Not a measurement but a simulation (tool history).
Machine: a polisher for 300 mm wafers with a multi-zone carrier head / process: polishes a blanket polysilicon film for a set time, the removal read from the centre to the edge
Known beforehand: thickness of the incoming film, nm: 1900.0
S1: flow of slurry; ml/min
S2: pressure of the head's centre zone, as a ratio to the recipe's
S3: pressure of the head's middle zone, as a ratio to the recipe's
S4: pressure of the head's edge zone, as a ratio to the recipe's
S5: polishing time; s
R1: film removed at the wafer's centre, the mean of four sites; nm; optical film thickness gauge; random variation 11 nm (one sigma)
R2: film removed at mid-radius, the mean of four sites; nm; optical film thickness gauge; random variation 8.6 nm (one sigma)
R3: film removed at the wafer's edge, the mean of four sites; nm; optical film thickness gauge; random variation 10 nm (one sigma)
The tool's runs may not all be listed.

run 1 hour=0.0 | S1=220 S2=1.00 S3=1.00 S4=1.00 S5=72 | R1=627.03 R2=658.45 R3=626.20
run 2 hour=0.8 | S1=220 S2=1.00 S3=1.00 S4=0.96 S5=72 | R1=637.53 R2=651.04 R3=631.79
run 3 hour=8.1 | S1=220 S2=1.00 S3=1.00 S4=0.96 S5=62 | R1=549.67 R2=555.25 R3=530.28
run 4 hour=13.2 | S1=220 S2=1.00 S3=1.00 S4=0.96 S5=47 | R1=421.44 R2=421.28 R3=412.46
run 5 hour=16.5 | S1=170 S2=1.00 S3=1.00 S4=0.96 S5=47 | R1=390.56 R2=397.11 R3=396.54
run 6 hour=20.8 | S1=170 S2=1.00 S3=1.05 S4=0.96 S5=47 | R1=381.88 R2=415.61 R3=391.02
-- hour=27.8 slurry nozzle cleaned
run 7 hour=27.8 | S1=190 S2=1.00 S3=1.06 S4=0.99 S5=55 | R1=515.93 R2=538.49 R3=496.47
run 8 hour=32.5 | S1=195 S2=0.96 S3=1.08 S4=1.03 S5=58 | R1=516.98 R2=581.91 R3=540.88
run 9 hour=39.6 | S1=215 S2=0.95 S3=1.10 S4=1.05 S5=61 | R1=545.04 R2=619.22 R3=574.08

Forecast run 10:
run 10 hour=46.0 | S1=215 S2=0.95 S3=1.10 S4=1.05 S5=61 | R1=? R2=? R3=?

Run 10 yielded R1 549.34 nm, R2 636.63 nm, R3 574.75 nm.
